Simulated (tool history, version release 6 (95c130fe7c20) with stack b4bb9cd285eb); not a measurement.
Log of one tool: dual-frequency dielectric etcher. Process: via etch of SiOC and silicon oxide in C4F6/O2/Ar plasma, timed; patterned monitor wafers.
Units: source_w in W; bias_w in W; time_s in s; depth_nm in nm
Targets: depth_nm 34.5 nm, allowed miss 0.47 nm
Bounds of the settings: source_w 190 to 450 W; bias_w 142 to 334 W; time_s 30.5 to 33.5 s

run 1 day=0 | source_w=320 bias_w=238 time_s=33.5 | depth_nm=37.138
run 2 day=0.258 | source_w=340 bias_w=238 time_s=33.5 | depth_nm=38.116
run 3 day=0.446 | source_w=320 bias_w=237 time_s=33.5 | depth_nm=37.066
run 4 day=0.583 | source_w=320 bias_w=237 time_s=30.5 | depth_nm=33.656
run 5 day=0.658 | source_w=320 bias_w=237 time_s=33.5 | depth_nm=37.062
run 6 day=0.712 | source_w=310 bias_w=236 time_s=33.5 | depth_nm=36.417
run 7 day=0.854 | source_w=300 bias_w=235 time_s=33.5 | depth_nm=36.036
run 8 day=0.9 | source_w=290 bias_w=234 time_s=33.5 | depth_nm=35.347

Which of these 4 next moves meets every target?
run A day=0.946 | source_w=260 bias_w=246 time_s=33 | depth_nm=?
run B day=0.946 | source_w=300 bias_w=231 time_s=31.5 | depth_nm=?
run C day=0.946 | source_w=340 bias_w=198 time_s=33 | depth_nm=?
run D day=0.946 | source_w=310 bias_w=216 time_s=32 | depth_nm=?

move=A depth_nm=34.351
move=B depth_nm=33.49
move=C depth_nm=33.748
move=D depth_nm=33.18
A: meets every target
B: takes the result that was furthest off past its target
C: takes the result that was furthest off past its target
D: takes the result that was furthest off past its target
The right move is A.
